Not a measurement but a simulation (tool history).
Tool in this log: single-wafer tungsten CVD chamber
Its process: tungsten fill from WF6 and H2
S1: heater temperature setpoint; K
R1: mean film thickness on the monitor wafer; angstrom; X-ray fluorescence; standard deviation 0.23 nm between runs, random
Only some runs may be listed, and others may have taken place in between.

Run 1, hour 0: S1 648.15 K, chamber pressure (Pa) 4946, deposition time (s) 21.1. Result: R1 395.85 angstrom.
Run 2, hour 3.6: S1 641.15 K, chamber pressure (Pa) 4946, deposition time (s) 21.1. Result: R1 330.51 angstrom.
Run 3, hour 9.8: S1 644.15 K, chamber pressure (Pa) 4960, deposition time (s) 21.1. Result: R1 356.85 angstrom.
Run 4, hour 18.4: S1 644.15 K, chamber pressure (Pa) 4333, deposition time (s) 21.1. Result: R1 335.4 angstrom.
Run 5, hour 23.2: S1 644.15 K, chamber pressure (Pa) 4333, deposition time (s) 21.1. Result: R1 335.28 angstrom.
Run 6, hour 30.1: S1 647.15 K, chamber pressure (Pa) 4346, deposition time (s) 21.1. Result: R1 361.63 angstrom.
Run 7, hour 31.9: S1 649.15 K, chamber pressure (Pa) 4360, deposition time (s) 21.1. Result: R1 380.23 angstrom.
Run 8, hour 38.6: S1 649.15 K, chamber pressure (Pa) 4360, deposition time (s) 21.1. Result: R1 381.43 angstrom.
Run 9, hour 41.2: S1 651.15 K, chamber pressure (Pa) 4360, deposition time (s) 21.1. Result: R1 397.4 angstrom.
Run 10, hour 47: S1 652.15 K, chamber pressure (Pa) 4360, deposition time (s) 21.1. Result: R1 411.7 angstrom.

Expected results for the next run?
Run 11, hour 51.4: S1 653.15 K, chamber pressure (Pa) 4360, deposition time (s) 21.1. Result: R1 ?.

R1: 415.67 angstrom
